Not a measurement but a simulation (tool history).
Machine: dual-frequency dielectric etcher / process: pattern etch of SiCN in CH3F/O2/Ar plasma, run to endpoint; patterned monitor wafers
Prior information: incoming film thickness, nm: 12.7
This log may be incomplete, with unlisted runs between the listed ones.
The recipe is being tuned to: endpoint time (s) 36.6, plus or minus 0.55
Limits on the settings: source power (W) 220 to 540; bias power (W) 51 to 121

| run | hour | source power (W) | bias power (W) | endpoint time (s) |
|---|---|---|---|---|
| 1 | 0 | 380 | 86 | 32.801 |
| 2 | 0.7 | 440 | 86 | 31.785 |
| 3 | 9.2 | 440 | 72 | 35.45 |
| 4 | 16.4 | 430 | 72 | 35.571 |
| 5 | 16.9 | 430 | 78 | 33.956 |
|  | 23.7 | source power generator calibrated |
| 6 | 23.7 | 430 | 86 | 31.664 |
| 7 | 32 | 380 | 85 | 33.046 |
| 8 | 38.7 | 350 | 84 | 33.762 |
| 9 | 43.5 | 320 | 83 | 34.48 |
| 10 | 49.4 | 300 | 82 | 35.257 |

Of the 5 settings listed for the next run, only one would bring every result within its allowed miss of target. Which one?
| A | 55.3 | 300 | 77 | ? |
| B | 55.3 | 250 | 94 | ? |
| C | 55.3 | 320 | 87 | ? |
| D | 55.3 | 300 | 91 | ? |
| E | 55.3 | 290 | 92 | ? |

| move | endpoint time (s) |
|---|---|
| A | 36.899 |
| B | 33.84 |
| C | 33.862 |
| D | 33.387 |
| E | 33.383 |
A: in spec on every target
B: the biggest miss grows against the last run
C: the biggest miss grows against the last run
D: the biggest miss grows against the last run
E: the biggest miss grows against the last run
The right move is A.

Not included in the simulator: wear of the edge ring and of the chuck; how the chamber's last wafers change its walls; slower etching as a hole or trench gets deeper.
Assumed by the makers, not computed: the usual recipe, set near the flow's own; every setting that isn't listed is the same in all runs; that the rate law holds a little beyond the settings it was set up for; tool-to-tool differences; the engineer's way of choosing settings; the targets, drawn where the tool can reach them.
